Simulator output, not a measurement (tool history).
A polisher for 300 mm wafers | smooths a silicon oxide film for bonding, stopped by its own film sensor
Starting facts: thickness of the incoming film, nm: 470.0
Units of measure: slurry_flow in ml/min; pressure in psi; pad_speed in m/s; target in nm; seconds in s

| run | day | slurry_flow | pressure | pad_speed | slurry_solids | target | seconds |
|---|---|---|---|---|---|---|---|
| 1 | 0 | 320 | 2.3 | 0.94 | 1 | 362 | 181.09 |
| 2 | 0.308 | 370 | 2.3 | 0.94 | 1 | 362 | 175.38 |
| 3 | 0.538 | 370 | 2.3 | 0.94 | 1 | 357 | 186.63 |
| 4 | 0.629 | 370 | 2.3 | 0.94 | 1 | 357 | 185.7 |
| 5 | 0.775 | 370 | 2.3 | 0.72 | 1 | 357 | 206.41 |
| 6 | 1.083 | 360 | 2.2 | 0.72 | 1 | 357 | 215.83 |
| 7 | 1.258 | 360 | 2.2 | 0.72 | 1 | 357 | 216.7 |
| 8 | 1.438 | 360 | 2.2 | 0.72 | 1 | 357 | 220.61 |

The next listed run, before its measurement:
| 9 | 1.542 | 355 | 2.2 | 0.72 | 1 | 357 | ? |

seconds: 220.21 s
